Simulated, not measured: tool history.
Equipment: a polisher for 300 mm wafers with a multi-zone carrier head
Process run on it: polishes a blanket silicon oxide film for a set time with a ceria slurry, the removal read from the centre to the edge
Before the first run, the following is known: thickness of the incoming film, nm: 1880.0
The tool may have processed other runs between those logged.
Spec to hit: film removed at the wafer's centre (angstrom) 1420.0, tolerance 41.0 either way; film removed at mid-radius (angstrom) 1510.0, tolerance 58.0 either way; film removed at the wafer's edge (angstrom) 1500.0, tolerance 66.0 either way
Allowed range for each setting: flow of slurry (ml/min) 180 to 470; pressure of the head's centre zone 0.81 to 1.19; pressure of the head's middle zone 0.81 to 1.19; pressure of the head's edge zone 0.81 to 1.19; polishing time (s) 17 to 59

run	hour	flow of slurry (ml/min)	pressure of the head's centre zone	pressure of the head's middle zone	pressure of the head's edge zone	polishing time (s)	film removed at the wafer's centre (angstrom)	film removed at mid-radius (angstrom)	film removed at the wafer's edge (angstrom)
1	0.0	300	1.00	1.00	1.00	38	1928.1	1915.1	1956.9
2	8.6	300	1.00	1.00	1.00	34	1672.8	1729.4	1757.2
3	14.0	295	0.99	0.99	0.97	33	1622.4	1651.8	1629.3
4	16.7	260	0.99	0.99	0.97	33	1594.6	1644.9	1676.5
5	22.8	260	0.97	0.98	0.95	33	1584.1	1621.7	1688.2
6	24.3	260	0.97	0.98	0.89	33	1577.6	1629.0	1572.6
7	25.1	260	0.96	0.97	0.88	33	1573.9	1585.2	1605.4
8	26.2	260	0.95	0.97	0.87	33	1576.7	1624.5	1570.1
9	27.3	255	0.94	0.96	0.87	33	1551.3	1585.9	1588.6
10	31.0	255	0.93	0.96	0.86	33	1526.8	1604.6	1582.5
11	33.9	255	0.92	0.96	0.85	33	1547.2	1613.6	1574.6
12	38.0	250	0.91	0.96	0.85	33	1499.8	1587.9	1560.8

4 next moves are on the table. One of them brings every result within its allowed miss. Which?
A	42.1	225	1.00	1.02	0.82	33	?	?	?
B	42.1	225	0.88	0.95	0.88	32	?	?	?
C	42.1	185	0.86	0.91	0.89	35	?	?	?
D	42.1	180	0.83	0.95	0.96	34	?	?	?

move	film removed at the wafer's centre (angstrom)	film removed at mid-radius (angstrom)	film removed at the wafer's edge (angstrom)
A	1563.7	1614.9	1532.0
B	1400.6	1475.5	1524.5
C	1454.9	1505.9	1634.4
D	1375.9	1508.2	1625.5
A: lands further from the targets than the last run did
B: hits every target within its allowed miss
C: brings the result that was furthest off to its target, and leaves another outside
D: pushes the last run's worst result past its target
B is the move that brings every result within its allowed miss.
